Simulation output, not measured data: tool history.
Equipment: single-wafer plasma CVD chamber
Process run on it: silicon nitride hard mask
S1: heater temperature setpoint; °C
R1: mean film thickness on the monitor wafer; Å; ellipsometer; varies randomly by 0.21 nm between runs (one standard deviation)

Run 1, hour 0: S1 420 °C, chamber pressure (Pa) 256, RF power (W) 245, deposition time (s) 35.4. Result: R1 361.46 Å.
Run 2, hour 3.5: S1 420 °C, chamber pressure (Pa) 256, RF power (W) 245, deposition time (s) 35.4. Result: R1 360.49 Å.
Run 3, hour 7.3: S1 420 °C, chamber pressure (Pa) 267, RF power (W) 250, deposition time (s) 35.4. Result: R1 371.49 Å.
Run 4, hour 15.4: S1 420 °C, chamber pressure (Pa) 277, RF power (W) 255, deposition time (s) 35.4. Result: R1 380.42 Å.
Run 5, hour 22.8: S1 420 °C, chamber pressure (Pa) 285, RF power (W) 260, deposition time (s) 35.4. Result: R1 393.81 Å.
Run 6, hour 29.4: S1 420 °C, chamber pressure (Pa) 312, RF power (W) 260, deposition time (s) 35.4. Result: R1 402.82 Å.
Run 7, hour 31.3: S1 420 °C, chamber pressure (Pa) 317, RF power (W) 260, deposition time (s) 35.4. Result: R1 405.63 Å.
Run 8, hour 36.2: S1 420 °C, chamber pressure (Pa) 321, RF power (W) 260, deposition time (s) 35.4. Result: R1 408.89 Å.
Run 9, hour 43.5: S1 420 °C, chamber pressure (Pa) 321, RF power (W) 260, deposition time (s) 35.4. Result: R1 402.53 Å.
Run 10, hour 47.9: S1 420 °C, chamber pressure (Pa) 324, RF power (W) 265, deposition time (s) 35.4. Result: R1 415.95 Å.
Run 11, hour 49.6: S1 420 °C, chamber pressure (Pa) 324, RF power (W) 265, deposition time (s) 35.4. Result: R1 416.91 Å.
Run 12, hour 56.5: S1 420 °C, chamber pressure (Pa) 324, RF power (W) 265, deposition time (s) 35.4. Result: R1 413.61 Å.
Run 13, hour 62.1: S1 420 °C, chamber pressure (Pa) 328, RF power (W) 265, deposition time (s) 35.4. Result: R1 415.91 Å.

Forecast run 14:
Run 14, hour 68.4: S1 420 °C, chamber pressure (Pa) 331, RF power (W) 265, deposition time (s) 35.4. Result: R1 ?.

R1: 416 Å
